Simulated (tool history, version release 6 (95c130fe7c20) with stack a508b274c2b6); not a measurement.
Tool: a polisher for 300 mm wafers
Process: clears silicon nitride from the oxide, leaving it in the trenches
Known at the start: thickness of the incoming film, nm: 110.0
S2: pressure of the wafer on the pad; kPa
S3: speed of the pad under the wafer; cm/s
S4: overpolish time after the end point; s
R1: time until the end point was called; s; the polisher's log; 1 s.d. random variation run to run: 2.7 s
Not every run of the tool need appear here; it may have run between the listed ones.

Run 1, day 0.000: flow of slurry (ml/min) 170, S2 24.1 kPa, S3 128 cm/s, S4 8 s. Result: R1 98.19 s.
Run 2, day 0.196: flow of slurry (ml/min) 170, S2 22.1 kPa, S3 126 cm/s, S4 8 s. Result: R1 104.95 s.
Run 3, day 0.488: flow of slurry (ml/min) 135, S2 22.1 kPa, S3 126 cm/s, S4 8 s. Result: R1 111.30 s.
Run 4, day 0.542: flow of slurry (ml/min) 135, S2 22.1 kPa, S3 126 cm/s, S4 8 s. Result: R1 109.83 s.
Run 5, day 0.742: flow of slurry (ml/min) 135, S2 20.7 kPa, S3 124 cm/s, S4 8 s. Result: R1 114.45 s.
Run 6, day 0.838: flow of slurry (ml/min) 135, S2 20.7 kPa, S3 114 cm/s, S4 8 s. Result: R1 124.34 s.

Estimate the outcome of run 7 from the log above:
Run 7, day 1.008: flow of slurry (ml/min) 135, S2 19.3 kPa, S3 112 cm/s, S4 8 s. Result: R1 ?.

R1: 136.12 s
